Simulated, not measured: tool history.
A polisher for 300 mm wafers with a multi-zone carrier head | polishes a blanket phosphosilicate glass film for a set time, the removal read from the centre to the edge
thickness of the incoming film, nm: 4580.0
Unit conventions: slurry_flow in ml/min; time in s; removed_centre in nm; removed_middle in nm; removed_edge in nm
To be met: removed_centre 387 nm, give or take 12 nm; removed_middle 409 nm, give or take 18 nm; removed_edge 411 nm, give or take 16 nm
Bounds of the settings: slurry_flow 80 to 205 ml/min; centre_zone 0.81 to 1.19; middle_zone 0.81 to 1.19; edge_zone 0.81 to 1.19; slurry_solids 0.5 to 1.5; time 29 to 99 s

run  hour  slurry_flow  centre_zone  middle_zone  edge_zone  slurry_solids  time  removed_centre  removed_middle  removed_edge
  1     0          135            1            1          1              1    64          515.96          518.61        508.48
  2   6.7          125         0.97         0.98       0.97            0.9    64          468.54          466.08        487.38
  3  14.4          125         0.97         0.98       0.97            0.9    48          354.04          356.81        370.81
  4  18.5          110         0.97         0.98       0.97            0.9    48          335.79          344.38        354.44
  5  24.8          125         0.96         0.99       0.98            0.9    48          350.46          365.48        353.68
  6  29.3          125          0.9         0.99       0.98            0.9    48          330.61          359.15        359.27
  7  34.2          135         0.89         0.98          1           0.95    48           343.7          382.51        383.97
  8  36.3          145          0.9         0.97          1           0.95    48          356.88          387.72        389.44

4 next moves are on the table. One of them brings every result within its allowed miss. Which?
  A  38.4          145         1.03         0.87       0.97            0.9    49               ?               ?             ?
  B  38.4          125         0.81         0.98       1.19            0.7    59               ?               ?             ?
  C  38.4          125         0.96         0.88       1.05           0.85    55               ?               ?             ?
  D  38.4          105         0.98         1.06       1.03              1    52               ?               ?             ?

move  removed_centre  removed_middle  removed_edge
   A          401.07          359.72        380.69
   B           323.9          386.23        427.06
   C          393.57          380.67        419.11
   D          389.55           408.5        411.58
A: takes the biggest miss from the last run beyond its target
B: lands further from the targets than the last run did
C: puts the biggest miss on target and leaves a different result outside tolerance
D: hits every target within its allowed miss
D meets every target.
